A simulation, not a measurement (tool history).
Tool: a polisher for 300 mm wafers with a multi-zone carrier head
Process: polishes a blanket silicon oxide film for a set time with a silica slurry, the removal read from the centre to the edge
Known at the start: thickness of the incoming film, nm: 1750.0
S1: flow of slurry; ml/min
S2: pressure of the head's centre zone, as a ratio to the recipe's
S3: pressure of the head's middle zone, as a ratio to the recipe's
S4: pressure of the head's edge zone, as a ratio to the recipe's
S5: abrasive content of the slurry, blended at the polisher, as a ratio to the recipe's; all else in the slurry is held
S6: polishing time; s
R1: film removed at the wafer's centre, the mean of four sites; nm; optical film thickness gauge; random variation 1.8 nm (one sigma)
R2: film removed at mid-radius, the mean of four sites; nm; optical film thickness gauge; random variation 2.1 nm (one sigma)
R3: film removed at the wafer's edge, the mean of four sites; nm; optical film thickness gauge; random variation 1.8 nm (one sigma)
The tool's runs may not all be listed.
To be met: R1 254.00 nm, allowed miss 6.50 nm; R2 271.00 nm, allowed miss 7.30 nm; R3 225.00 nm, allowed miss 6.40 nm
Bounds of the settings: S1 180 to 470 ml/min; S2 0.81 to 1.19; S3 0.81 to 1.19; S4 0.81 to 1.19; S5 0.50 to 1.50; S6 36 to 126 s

run	hour	S1	S2	S3	S4	S5	S6	R1	R2	R3
1	0.0	300	1.00	1.00	1.00	1.00	81	224.11	235.49	218.76
2	3.3	300	1.00	1.00	1.00	1.15	81	237.38	245.79	235.59
3	10.5	310	1.01	1.02	0.98	1.15	81	240.58	251.38	232.84
4	11.8	320	1.02	1.03	0.97	1.15	81	244.35	251.92	229.29
5	15.5	280	1.02	1.03	0.97	1.15	81	243.55	251.35	229.66
6	19.7	280	1.02	1.09	0.97	1.15	81	237.26	256.14	228.19
7	28.3	290	1.03	1.10	0.96	1.15	81	245.19	261.47	225.99
8	28.9	295	1.03	1.11	0.96	1.15	81	245.24	263.82	226.16
9	33.3	300	1.03	1.11	0.96	1.15	81	245.82	266.55	231.38
10	38.6	300	1.03	1.11	0.95	1.15	81	242.42	260.90	229.53
11	40.6	300	1.04	1.12	0.95	1.15	81	245.31	265.26	226.66
# hour 49.5: edge zone pressure recalibrated
12	49.5	330	1.07	1.14	0.94	1.15	81	260.74	277.07	234.55

Which of these 4 next moves meets every target?
A	58.4	290	1.06	1.17	0.89	1.35	79	?	?	?
B	58.4	385	1.03	1.01	0.95	1.15	86	?	?	?
C	58.4	310	1.11	1.19	0.95	1.20	77	?	?	?
D	58.4	345	1.03	1.02	0.95	1.30	81	?	?	?

move	R1	R2	R3
A	261.59	287.60	238.12
B	267.08	273.38	255.61
C	257.03	272.99	229.26
D	261.10	269.18	250.51
A: further off than the last run
B: further off than the last run
C: meets every target
D: further off than the last run
Answer: C
